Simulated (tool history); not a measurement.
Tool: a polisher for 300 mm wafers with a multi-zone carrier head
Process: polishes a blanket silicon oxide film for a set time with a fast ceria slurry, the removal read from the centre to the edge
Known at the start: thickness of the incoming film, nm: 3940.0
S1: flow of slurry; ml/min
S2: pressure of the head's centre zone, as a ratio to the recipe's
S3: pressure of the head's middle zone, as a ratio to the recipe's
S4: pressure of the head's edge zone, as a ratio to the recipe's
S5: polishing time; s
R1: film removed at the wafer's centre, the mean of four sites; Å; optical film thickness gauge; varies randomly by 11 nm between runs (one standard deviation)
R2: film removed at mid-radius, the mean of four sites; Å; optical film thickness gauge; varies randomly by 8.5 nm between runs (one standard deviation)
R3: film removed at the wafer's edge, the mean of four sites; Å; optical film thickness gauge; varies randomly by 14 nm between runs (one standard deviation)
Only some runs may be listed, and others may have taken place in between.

run,hour,S1,S2,S3,S4,S5,R1,R2,R3
1,0.0,250,1.00,1.00,1.00,74,11066.0,10907.0,10534.0
2,1.0,250,1.00,0.93,1.00,74,11185.0,10478.0,10668.0
3,9.0,250,0.95,0.93,1.00,74,10516.0,10407.0,10463.0
4,13.2,245,0.96,0.92,1.00,73,10466.0,10043.0,10147.0
5,20.8,245,0.96,0.92,1.00,59,8695.0,8230.6,8657.5
6,26.3,245,0.96,0.96,1.00,59,8594.3,8659.8,8538.7
7,28.7,250,0.98,0.96,1.01,59,8654.5,8673.5,8464.5
8,35.1,245,0.99,0.94,1.01,60,8942.4,8530.7,8622.6
9,35.9,250,1.00,0.93,1.02,61,9250.2,8547.0,8669.8
10,40.2,245,1.00,0.92,1.02,63,9356.2,8794.9,9044.0
11,46.6,250,1.01,0.91,1.02,64,9735.8,8864.7,9287.1

Run 12 is up next; what results do you expect?
12,53.6,250,1.01,0.91,1.02,64,?,?,?

R1: 9746.2 Å
R2: 9015.0 Å
R3: 9160.2 Å
